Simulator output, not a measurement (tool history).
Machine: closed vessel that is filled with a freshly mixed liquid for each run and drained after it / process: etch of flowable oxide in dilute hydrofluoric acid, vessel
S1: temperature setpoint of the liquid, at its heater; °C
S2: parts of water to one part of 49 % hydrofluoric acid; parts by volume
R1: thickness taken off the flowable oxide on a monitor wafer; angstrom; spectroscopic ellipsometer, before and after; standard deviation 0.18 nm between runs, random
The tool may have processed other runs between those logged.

Run 1, hour 0: S1 21 °C, S2 150 parts by volume, time in the liquid (s) 235. Result: R1 359.41 angstrom.
Run 2, hour 5.9: S1 20 °C, S2 160 parts by volume, time in the liquid (s) 235. Result: R1 322.95 angstrom.
Run 3, hour 10: S1 19.5 °C, S2 165 parts by volume, time in the liquid (s) 235. Result: R1 302.41 angstrom.
Run 4, hour 16.8: S1 19 °C, S2 170 parts by volume, time in the liquid (s) 235. Result: R1 284.23 angstrom.
Run 5, hour 18.7: S1 19 °C, S2 150 parts by volume, time in the liquid (s) 235. Result: R1 325.74 angstrom.
Run 6, hour 22: S1 19 °C, S2 190 parts by volume, time in the liquid (s) 235. Result: R1 250.08 angstrom.

Run 7, settings as shown, results not yet in. Your forecast:
Run 7, hour 24.6: S1 18.5 °C, S2 190 parts by volume, time in the liquid (s) 235. Result: R1 ?.

Run 7 yielded R1 245.17 angstrom.

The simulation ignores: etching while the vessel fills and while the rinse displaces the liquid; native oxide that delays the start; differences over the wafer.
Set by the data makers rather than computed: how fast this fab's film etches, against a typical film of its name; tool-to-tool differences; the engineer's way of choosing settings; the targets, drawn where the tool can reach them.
